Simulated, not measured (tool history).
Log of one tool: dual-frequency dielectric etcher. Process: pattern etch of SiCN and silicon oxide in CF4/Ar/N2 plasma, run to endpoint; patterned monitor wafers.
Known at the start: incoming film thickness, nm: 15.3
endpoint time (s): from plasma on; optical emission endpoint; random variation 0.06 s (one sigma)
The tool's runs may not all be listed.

run    day  source power (W)  bias power (W)  Ar flow (sccm)  CF4 flow (sccm)  endpoint time (s)
  1  0.000               560              93             124               63             14.512
  2  0.354               570              93             124               63             14.120
  3  0.721               570              93             124               70             14.042
  4  1.075               580              93             124               70             13.854
  5  1.138               590              93             124               70             13.603
  6  1.462               600              93             124               70             13.601
  7  1.525               610              93             124               70             13.244

Forecast run 8:
  8  1.879               630              94             124               70                  ?

endpoint time (s): 13.040
